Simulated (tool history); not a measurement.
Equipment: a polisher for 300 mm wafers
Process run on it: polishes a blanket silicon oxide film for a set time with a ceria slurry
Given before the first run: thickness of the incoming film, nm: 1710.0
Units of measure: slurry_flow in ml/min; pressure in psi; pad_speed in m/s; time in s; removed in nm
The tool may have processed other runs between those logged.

run 1 day=0 | slurry_flow=225 pressure=2.5 pad_speed=1.24 time=64 | removed=240.42
run 2 day=0.058 | slurry_flow=225 pressure=2.2 pad_speed=1.16 time=64 | removed=203.92
run 3 day=0.25 | slurry_flow=225 pressure=2 pad_speed=1.08 time=64 | removed=175.18
run 4 day=0.325 | slurry_flow=225 pressure=1.8 pad_speed=1.02 time=64 | removed=151.75
run 5 day=0.358 | slurry_flow=225 pressure=2.2 pad_speed=1.02 time=64 | removed=178.83
run 6 day=0.683 | slurry_flow=225 pressure=2.2 pad_speed=1.02 time=64 | removed=187.28
run 7 day=0.933 | slurry_flow=225 pressure=2 pad_speed=0.98 time=64 | removed=159.77
run 8 day=1.212 | slurry_flow=225 pressure=1.8 pad_speed=0.96 time=64 | removed=144.99
run 9 day=1.529 | slurry_flow=225 pressure=1.6 pad_speed=0.94 time=64 | removed=126.62
run 10 day=1.804 | slurry_flow=225 pressure=1.5 pad_speed=0.94 time=64 | removed=120.13

Expected results for the next run?
run 11 day=2.05 | slurry_flow=225 pressure=1.4 pad_speed=0.94 time=64 | removed=?

Logged for run 11: removed 116.42 nm.
